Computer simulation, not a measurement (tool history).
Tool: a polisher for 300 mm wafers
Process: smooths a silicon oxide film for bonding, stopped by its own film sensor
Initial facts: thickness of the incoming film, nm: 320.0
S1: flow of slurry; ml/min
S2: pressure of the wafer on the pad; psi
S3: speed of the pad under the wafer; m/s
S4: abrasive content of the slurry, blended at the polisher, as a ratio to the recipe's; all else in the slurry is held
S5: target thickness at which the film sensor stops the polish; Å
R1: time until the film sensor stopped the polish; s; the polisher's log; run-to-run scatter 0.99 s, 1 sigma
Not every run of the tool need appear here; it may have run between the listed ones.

| run | day | S1 | S2 | S3 | S4 | S5 | R1 |
|---|---|---|---|---|---|---|---|
| 1 | 0 | 250 | 1.8 | 0.82 | 1 | 2710 | 108.52 |
| 2 | 0.296 | 250 | 1.9 | 0.84 | 1 | 2710 | 97.356 |
| 3 | 0.533 | 250 | 1.9 | 0.84 | 1 | 2690 | 101.21 |
| 4 | 0.762 | 250 | 2 | 0.84 | 1 | 2690 | 98.654 |
|  | 0.892 | slurry blender recalibrated |
| 5 | 0.892 | 250 | 2.1 | 0.84 | 1 | 2690 | 81.97 |
| 6 | 1.258 | 250 | 2.1 | 0.84 | 0.9 | 2690 | 88.304 |
| 7 | 1.433 | 250 | 2.2 | 0.84 | 0.9 | 2690 | 82.651 |

Run 8, settings as shown, results not yet in. Your forecast:
| 8 | 1.521 | 250 | 2.3 | 0.84 | 0.9 | 2690 | ? |

Run 8 measured R1 79.048 s.
